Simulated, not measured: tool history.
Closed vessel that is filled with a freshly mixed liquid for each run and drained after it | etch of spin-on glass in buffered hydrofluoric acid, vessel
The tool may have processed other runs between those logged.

run,hour,temperature setpoint of the liquid (°C),parts of 40 % ammonium fluoride to one part of 49 % hydrofluoric acid (parts by volume),time in the liquid (s),thickness taken off the spin-on glass on a monitor wafer (Å)
1,0,24,12.5,100,1587.6
2,3.8,22.5,12.5,100,1470.5
3,5.7,22.5,9.5,100,1850.1
4,6.8,22.5,9.5,105,1962.8
5,11.7,22.5,8.5,105,2175.6
6,17.2,22.5,8.5,100,2090.2

Estimate the outcome of run 7 from the log above:
7,24.1,22.5,8.5,100,?

thickness taken off the spin-on glass on a monitor wafer (Å): 2042.7
